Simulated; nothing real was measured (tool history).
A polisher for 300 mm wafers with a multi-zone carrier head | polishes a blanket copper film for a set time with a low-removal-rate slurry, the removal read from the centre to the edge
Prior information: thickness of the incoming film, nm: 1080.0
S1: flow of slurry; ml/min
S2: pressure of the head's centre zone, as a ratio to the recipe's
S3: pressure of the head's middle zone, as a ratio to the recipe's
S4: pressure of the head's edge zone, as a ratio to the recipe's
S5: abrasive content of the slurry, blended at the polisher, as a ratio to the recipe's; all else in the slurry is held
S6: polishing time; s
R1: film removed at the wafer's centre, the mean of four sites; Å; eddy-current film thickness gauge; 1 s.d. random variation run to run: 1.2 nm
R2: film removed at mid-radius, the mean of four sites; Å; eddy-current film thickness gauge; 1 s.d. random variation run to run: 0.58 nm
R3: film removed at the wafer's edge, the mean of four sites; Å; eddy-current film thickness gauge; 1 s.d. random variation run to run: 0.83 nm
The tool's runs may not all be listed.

| run | hour | S1 | S2 | S3 | S4 | S5 | S6 | R1 | R2 | R3 |
|---|---|---|---|---|---|---|---|---|---|---|
| 1 | 0.0 | 185 | 1.00 | 1.00 | 1.00 | 1.00 | 30 | 1090.90 | 1117.80 | 1075.20 |
| 2 | 6.7 | 220 | 1.00 | 1.00 | 1.00 | 1.00 | 30 | 1096.30 | 1135.90 | 1082.00 |
| 3 | 14.0 | 220 | 1.00 | 1.00 | 1.00 | 1.00 | 25 | 930.50 | 944.14 | 930.04 |
| 4 | 23.0 | 220 | 1.00 | 1.00 | 1.00 | 1.00 | 31 | 1160.90 | 1182.30 | 1121.40 |
| 5 | 26.9 | 215 | 0.99 | 0.97 | 0.96 | 0.85 | 30 | 1051.70 | 1074.70 | 1039.40 |
| 6 | 33.5 | 215 | 0.99 | 0.97 | 1.04 | 0.85 | 30 | 1083.10 | 1084.10 | 1081.60 |
| 7 | 35.0 | 210 | 0.99 | 0.96 | 0.99 | 0.75 | 29 | 992.86 | 1012.20 | 996.30 |
| 8 | 39.7 | 205 | 1.00 | 0.94 | 0.95 | 0.70 | 29 | 1010.50 | 979.87 | 977.37 |

What does the tool deliver on the next run?
| 9 | 43.2 | 200 | 0.99 | 0.94 | 0.92 | 0.65 | 29 | ? | ? | ? |

Run 9 came out at R1 955.52 Å, R2 966.73 Å, R3 935.34 Å.
